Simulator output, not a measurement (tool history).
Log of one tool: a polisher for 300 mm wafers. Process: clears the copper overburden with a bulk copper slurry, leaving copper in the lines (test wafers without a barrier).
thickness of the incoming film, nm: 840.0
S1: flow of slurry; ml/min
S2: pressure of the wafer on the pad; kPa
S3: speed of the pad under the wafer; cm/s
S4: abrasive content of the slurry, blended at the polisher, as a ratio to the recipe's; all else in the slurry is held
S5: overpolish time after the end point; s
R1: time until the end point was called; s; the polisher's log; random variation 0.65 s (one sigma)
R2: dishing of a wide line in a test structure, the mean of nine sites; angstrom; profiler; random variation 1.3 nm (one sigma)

run 1 day=0 | S1=235 S2=15.9 S3=94 S4=1 S5=19 | R1=117.36 R2=589.58
run 2 day=0.267 | S1=235 S2=15.9 S3=94 S4=1.15 S5=19 | R1=115.33 R2=595.31
run 3 day=0.575 | S1=235 S2=15.9 S3=84 S4=1.15 S5=19 | R1=128.08 R2=563.52
run 4 day=0.688 | S1=235 S2=15.9 S3=84 S4=1.15 S5=12 | R1=128.14 R2=428.15
run 5 day=1.008 | S1=235 S2=17.9 S3=86 S4=1.15 S5=14 | R1=111.96 R2=508.88
run 6 day=1.158 | S1=190 S2=17.9 S3=86 S4=1.15 S5=14 | R1=113.6 R2=504.19
run 7 day=1.421 | S1=190 S2=19.3 S3=90 S4=1.15 S5=15 | R1=101.58 R2=561.55

Run 8 comes next. What will it give?
run 8 day=1.529 | S1=190 S2=20.7 S3=94 S4=1.15 S5=16 | R1=? R2=?

R1: 90.84 s
R2: 622.59 angstrom
